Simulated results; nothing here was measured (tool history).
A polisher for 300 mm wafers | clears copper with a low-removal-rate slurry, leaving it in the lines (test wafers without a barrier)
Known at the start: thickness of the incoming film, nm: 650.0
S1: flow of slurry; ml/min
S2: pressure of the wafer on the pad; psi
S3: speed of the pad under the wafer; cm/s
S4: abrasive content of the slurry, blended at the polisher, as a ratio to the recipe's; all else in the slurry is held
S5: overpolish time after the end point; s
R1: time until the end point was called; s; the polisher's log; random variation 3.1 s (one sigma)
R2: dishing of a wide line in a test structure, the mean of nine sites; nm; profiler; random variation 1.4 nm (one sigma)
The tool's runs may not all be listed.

run  hour   S1   S2   S3    S4  S5      R1      R2
  1   0.0  305  3.7  118  1.00  22  140.81  57.092
  2   7.0  305  3.7  118  0.85  22  145.75  52.752
  3   7.7  305  4.5  118  0.85  22  122.55  61.969
  4  16.3  305  4.9  118  0.85  22  115.60  64.680
  5  24.4  305  4.3  118  0.85  22  130.56  58.992
  6  32.2  305  4.3  118  0.85  31  129.37  78.407
  7  38.6  305  3.7  116  0.85  32  149.50  71.211
  8  45.3  305  3.3  114  0.85  33  168.62  65.659
  9  52.2  305  3.0  114  0.85  34  179.00  61.023

Run 10 has not been measured yet. What should we expect?
 10  59.7  305  2.4  110  0.85  38   ?   ?

Run 10 produced R1 219.72 s, R2 55.740 nm.
